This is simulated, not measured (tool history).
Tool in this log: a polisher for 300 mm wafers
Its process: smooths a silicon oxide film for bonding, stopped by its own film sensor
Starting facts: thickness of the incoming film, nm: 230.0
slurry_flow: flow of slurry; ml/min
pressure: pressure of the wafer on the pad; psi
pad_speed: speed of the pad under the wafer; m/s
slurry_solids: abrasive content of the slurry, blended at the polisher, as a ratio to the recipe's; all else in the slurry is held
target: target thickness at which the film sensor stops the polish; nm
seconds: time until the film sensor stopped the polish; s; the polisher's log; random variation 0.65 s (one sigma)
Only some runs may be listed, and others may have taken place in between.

run  hour  slurry_flow  pressure  pad_speed  slurry_solids  target  seconds
  1     0          165       1.9       1.04              1     192   56.485
  2   5.8          160       1.7       1.04              1     192   61.898
  3   7.3          160       2.2       1.04              1     192   49.066
  4     9          120       2.2       1.04              1     192   52.232
  5  14.6          115         2       1.04              1     192    57.92
  6    18          110       1.8       1.04              1     192   64.741
  7  26.7          110       1.7       1.04              1     192   67.219

Predict the results of run 8:
  8  35.3          110       1.6       1.04              1     192        ?

seconds: 72.202 s
